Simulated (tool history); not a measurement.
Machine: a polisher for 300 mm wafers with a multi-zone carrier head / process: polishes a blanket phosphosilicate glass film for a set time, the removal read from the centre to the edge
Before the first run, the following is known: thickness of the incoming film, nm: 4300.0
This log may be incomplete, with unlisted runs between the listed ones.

run    day  flow of slurry (ml/min)  pressure of the head's centre zone  pressure of the head's middle zone  pressure of the head's edge zone  abrasive content of the slurry  polishing time (s)  film removed at the wafer's centre (angstrom)  film removed at mid-radius (angstrom)  film removed at the wafer's edge (angstrom)
  1  0.000                      285                                1.00                                1.00                              1.00                            1.00                  55                                         4375.3                                 4316.7                                       4230.2
  2  0.325                      285                                1.00                                1.00                              1.00                            1.10                  55                                         4751.8                                 4600.5                                       4646.9
  3  0.379                      285                                1.00                                1.00                              0.92                            1.10                  55                                         4713.6                                 4636.3                                       4487.0
  4  0.500                      285                                1.04                                1.00                              0.92                            1.10                  55                                         4986.5                                 4540.4                                       4363.9
  5  0.854                      285                                1.04                                1.00                              0.92                            1.10                  49                                         4378.5                                 4110.2                                       3933.3
  6  0.958                      285                                1.04                                1.00                              0.94                            1.15                  51                                         4697.6                                 4349.9                                       4253.6
  7  1.238                      285                                1.03                                1.02                              1.04                            1.40                  66                                         6705.6                                 6223.8                                       6470.3

What will run 8 give?
  8  1.504                      315                                1.05                                1.01                              1.14                            1.50                  70                                              ?                                      ?                                            ?

Run 8 measured film removed at the wafer's centre (angstrom) 7378.0, film removed at mid-radius (angstrom) 6902.1, film removed at the wafer's edge (angstrom) 7200.3.
